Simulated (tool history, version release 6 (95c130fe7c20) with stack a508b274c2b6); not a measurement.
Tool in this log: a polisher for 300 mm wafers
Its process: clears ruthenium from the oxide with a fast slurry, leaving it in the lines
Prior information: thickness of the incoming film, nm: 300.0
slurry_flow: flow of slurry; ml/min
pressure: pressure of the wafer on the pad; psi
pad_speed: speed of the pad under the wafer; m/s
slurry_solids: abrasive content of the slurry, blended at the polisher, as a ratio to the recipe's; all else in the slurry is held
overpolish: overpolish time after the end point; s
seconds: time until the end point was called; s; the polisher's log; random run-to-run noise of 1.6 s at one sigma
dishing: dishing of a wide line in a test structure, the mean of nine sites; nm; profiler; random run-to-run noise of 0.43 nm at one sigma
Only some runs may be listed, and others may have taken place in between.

run 1 hour=0.0 | slurry_flow=195 pressure=2.4 pad_speed=1.28 slurry_solids=1.00 overpolish=28 | seconds=97.615 dishing=67.946
run 2 hour=6.6 | slurry_flow=195 pressure=2.3 pad_speed=1.28 slurry_solids=1.00 overpolish=25 | seconds=94.746 dishing=61.205
run 3 hour=10.2 | slurry_flow=195 pressure=2.1 pad_speed=1.28 slurry_solids=1.00 overpolish=22 | seconds=104.880 dishing=49.432
run 4 hour=18.4 | slurry_flow=195 pressure=2.0 pad_speed=1.32 slurry_solids=1.00 overpolish=20 | seconds=110.300 dishing=44.683
run 5 hour=21.5 | slurry_flow=195 pressure=1.6 pad_speed=1.32 slurry_solids=1.00 overpolish=20 | seconds=138.370 dishing=36.789
run 6 hour=28.8 | slurry_flow=235 pressure=1.6 pad_speed=1.32 slurry_solids=1.00 overpolish=20 | seconds=135.880 dishing=35.884
run 7 hour=34.7 | slurry_flow=245 pressure=1.6 pad_speed=1.34 slurry_solids=1.00 overpolish=18 | seconds=130.900 dishing=34.591
run 8 hour=39.8 | slurry_flow=255 pressure=1.6 pad_speed=1.36 slurry_solids=1.00 overpolish=16 | seconds=129.560 dishing=31.338
run 9 hour=44.0 | slurry_flow=305 pressure=1.9 pad_speed=1.40 slurry_solids=0.95 overpolish=8 | seconds=109.840 dishing=18.653
run 10 hour=49.0 | slurry_flow=295 pressure=1.9 pad_speed=1.40 slurry_solids=0.95 overpolish=8 | seconds=110.630 dishing=18.769
run 11 hour=57.0 | slurry_flow=285 pressure=1.9 pad_speed=1.40 slurry_solids=0.95 overpolish=20 | seconds=108.200 dishing=44.751

Run 12, settings as shown, results not yet in. Your forecast:
run 12 hour=63.0 | slurry_flow=285 pressure=1.9 pad_speed=1.38 slurry_solids=0.95 overpolish=19 | seconds=? dishing=?

Logged for run 12: seconds 113.230 s, dishing 42.378 nm.

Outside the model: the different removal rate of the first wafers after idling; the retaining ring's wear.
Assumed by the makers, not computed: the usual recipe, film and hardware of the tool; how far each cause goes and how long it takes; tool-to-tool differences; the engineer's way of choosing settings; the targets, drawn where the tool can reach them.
